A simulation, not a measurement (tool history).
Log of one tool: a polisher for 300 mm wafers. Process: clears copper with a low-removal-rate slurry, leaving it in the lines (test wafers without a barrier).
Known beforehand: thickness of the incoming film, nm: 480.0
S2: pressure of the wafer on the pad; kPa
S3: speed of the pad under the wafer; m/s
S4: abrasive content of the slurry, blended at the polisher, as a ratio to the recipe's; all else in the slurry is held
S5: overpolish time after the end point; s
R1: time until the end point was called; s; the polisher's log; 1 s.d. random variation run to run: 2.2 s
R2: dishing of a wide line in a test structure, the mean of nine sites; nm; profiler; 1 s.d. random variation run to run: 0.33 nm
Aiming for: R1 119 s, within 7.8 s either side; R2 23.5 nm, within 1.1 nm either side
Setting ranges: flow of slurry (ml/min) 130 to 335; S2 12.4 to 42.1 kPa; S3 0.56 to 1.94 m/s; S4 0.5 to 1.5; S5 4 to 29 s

Run 1, hour 0: flow of slurry (ml/min) 215, S2 26.9 kPa, S3 1.24 m/s, S4 1, S5 15 s. Result: R1 89.341 s, R2 49.711 nm.
Run 2, hour 3.2: flow of slurry (ml/min) 215, S2 31 kPa, S3 1.24 m/s, S4 1, S5 15 s. Result: R1 82.334 s, R2 53.306 nm.
Run 3, hour 8.4: flow of slurry (ml/min) 215, S2 31 kPa, S3 1.24 m/s, S4 1.15, S5 15 s. Result: R1 80.158 s, R2 54.959 nm.
Run 4, hour 12.9: flow of slurry (ml/min) 215, S2 31 kPa, S3 1.24 m/s, S4 1.15, S5 19 s. Result: R1 82.711 s, R2 64.443 nm.
Run 5, hour 19: flow of slurry (ml/min) 215, S2 29 kPa, S3 1.14 m/s, S4 1.15, S5 15 s. Result: R1 93.893 s, R2 48.501 nm.
Run 6, hour 24: flow of slurry (ml/min) 215, S2 29 kPa, S3 1.14 m/s, S4 1.25, S5 15 s. Result: R1 91.715 s, R2 49.984 nm.
Run 7, hour 25: flow of slurry (ml/min) 210, S2 26.9 kPa, S3 1.1 m/s, S4 1.2, S5 12 s. Result: R1 100.93 s, R2 39.141 nm.
Run 8, hour 32.5: flow of slurry (ml/min) 210, S2 24.8 kPa, S3 1.1 m/s, S4 1.2, S5 10 s. Result: R1 106.27 s, R2 30.89 nm.
Run 9, hour 37.1: flow of slurry (ml/min) 210, S2 23.4 kPa, S3 1.1 m/s, S4 1.2, S5 9 s. Result: R1 113.45 s, R2 27.24 nm.
Run 10, hour 40.7: flow of slurry (ml/min) 210, S2 23.4 kPa, S3 1.1 m/s, S4 1.2, S5 9 s. Result: R1 111.68 s, R2 27.741 nm.
Run 11, hour 42.2: flow of slurry (ml/min) 210, S2 22.8 kPa, S3 1.1 m/s, S4 1.2, S5 9 s. Result: R1 115.2 s, R2 27.273 nm.
Run 12, hour 50.5: flow of slurry (ml/min) 210, S2 22.1 kPa, S3 1.1 m/s, S4 1.2, S5 9 s. Result: R1 116.36 s, R2 26.845 nm.
Run 13, hour 51.7: flow of slurry (ml/min) 210, S2 21.4 kPa, S3 1.1 m/s, S4 1.2, S5 9 s. Result: R1 116.3 s, R2 26.095 nm.
Run 14, hour 57.5: flow of slurry (ml/min) 210, S2 20.7 kPa, S3 1.1 m/s, S4 1.2, S5 9 s. Result: R1 120.15 s, R2 25.703 nm.

Which one of the following 4 next-run settings gets every result inside its allowed miss? There is exactly one.
Run A, hour 63.3: flow of slurry (ml/min) 200, S2 18.6 kPa, S3 1.22 m/s, S4 1, S5 10 s. Result: R1 ?, R2 ?.
Run B, hour 63.3: flow of slurry (ml/min) 150, S2 20 kPa, S3 1.18 m/s, S4 1.35, S5 9 s. Result: R1 ?, R2 ?.
Run C, hour 63.3: flow of slurry (ml/min) 240, S2 19.3 kPa, S3 0.98 m/s, S4 1.25, S5 11 s. Result: R1 ?, R2 ?.
Run D, hour 63.3: flow of slurry (ml/min) 275, S2 16.5 kPa, S3 1.22 m/s, S4 1.4, S5 8 s. Result: R1 ?, R2 ?.

move      R1      R2
   A  121.76    28.2
   B  119.08  26.257
   C  139.13  27.299
   D  120.24  23.367
A: moves away from the targets compared with the last run
B: moves away from the targets compared with the last run
C: moves away from the targets compared with the last run
D: every result within its allowed miss
Move D is the one to make.

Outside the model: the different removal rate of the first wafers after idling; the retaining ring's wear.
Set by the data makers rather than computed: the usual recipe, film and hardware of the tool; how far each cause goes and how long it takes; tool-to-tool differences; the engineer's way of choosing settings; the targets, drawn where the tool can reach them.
